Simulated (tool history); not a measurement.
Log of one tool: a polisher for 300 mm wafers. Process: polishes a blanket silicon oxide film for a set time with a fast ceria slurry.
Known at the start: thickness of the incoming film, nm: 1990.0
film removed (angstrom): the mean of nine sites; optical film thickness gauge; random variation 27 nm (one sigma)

run,hour,flow of slurry (ml/min),pressure of the wafer on the pad (kPa),speed of the pad under the wafer (m/s),polishing time (s),film removed (angstrom)
1,0,120,22.8,0.96,52,10872
2,4.8,130,22.8,0.96,52,11119
3,11.9,135,26.9,0.98,52,13449
4,16.9,135,26.9,0.84,52,11535
5,24.5,150,26.9,0.84,52,11797
6,27.4,150,29.6,0.9,52,13717
7,34,150,31.7,0.98,52,16229
8,40.9,150,33.1,1.02,52,17264
9,47.2,150,33.8,1.06,52,18648

Forecast run 10:
10,54.6,150,34.5,1.1,52,?

Run 10 gave film removed (angstrom) 19814.
